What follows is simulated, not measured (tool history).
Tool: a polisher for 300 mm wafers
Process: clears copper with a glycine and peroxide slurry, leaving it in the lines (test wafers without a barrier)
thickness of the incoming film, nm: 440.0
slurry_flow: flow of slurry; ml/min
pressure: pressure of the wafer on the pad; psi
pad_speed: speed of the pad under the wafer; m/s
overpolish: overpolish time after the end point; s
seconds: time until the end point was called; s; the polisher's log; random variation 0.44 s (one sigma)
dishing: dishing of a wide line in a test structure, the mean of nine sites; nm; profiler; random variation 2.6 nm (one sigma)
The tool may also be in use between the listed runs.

Run 1, hour 0.0: slurry_flow 235 ml/min, pressure 2.7 psi, pad_speed 1.26 m/s, overpolish 21 s. Result: seconds 71.228 s, dishing 70.576 nm.
Run 2, hour 6.2: slurry_flow 235 ml/min, pressure 2.8 psi, pad_speed 1.26 m/s, overpolish 22 s. Result: seconds 68.255 s, dishing 74.104 nm.
Run 3, hour 8.6: slurry_flow 235 ml/min, pressure 2.8 psi, pad_speed 1.52 m/s, overpolish 22 s. Result: seconds 58.280 s, dishing 81.851 nm.
Run 4, hour 17.1: slurry_flow 275 ml/min, pressure 2.8 psi, pad_speed 1.52 m/s, overpolish 22 s. Result: seconds 57.669 s, dishing 83.311 nm.
Run 5, hour 21.4: slurry_flow 275 ml/min, pressure 3.4 psi, pad_speed 1.52 m/s, overpolish 22 s. Result: seconds 48.748 s, dishing 91.328 nm.
Run 6, hour 26.7: slurry_flow 275 ml/min, pressure 3.7 psi, pad_speed 1.52 m/s, overpolish 22 s. Result: seconds 44.409 s, dishing 98.707 nm.
Run 7, hour 29.5: slurry_flow 275 ml/min, pressure 3.6 psi, pad_speed 1.52 m/s, overpolish 23 s. Result: seconds 46.728 s, dishing 97.550 nm.

Run 8 comes next. What will it give?
Run 8, hour 34.6: slurry_flow 255 ml/min, pressure 3.4 psi, pad_speed 1.50 m/s, overpolish 32 s. Result: seconds ?, dishing ?.

Run 8 gave seconds 49.286 s, dishing 111.470 nm.
